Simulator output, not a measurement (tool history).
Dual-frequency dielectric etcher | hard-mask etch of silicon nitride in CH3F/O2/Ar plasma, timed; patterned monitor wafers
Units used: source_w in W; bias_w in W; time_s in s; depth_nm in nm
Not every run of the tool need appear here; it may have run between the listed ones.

run,hour,source_w,bias_w,time_s,depth_nm
1,0,310,53,151,87.146
2,8.1,300,53,151,85.664
3,14.8,290,53,151,85.342
4,15.5,310,53,151,87.845
5,23.2,300,53,151,85.916
6,23.9,290,53,151,85.302

What does the tool deliver on the next run?
7,32.1,290,53,151,?

Run 7 came out at depth_nm 85.391 nm.
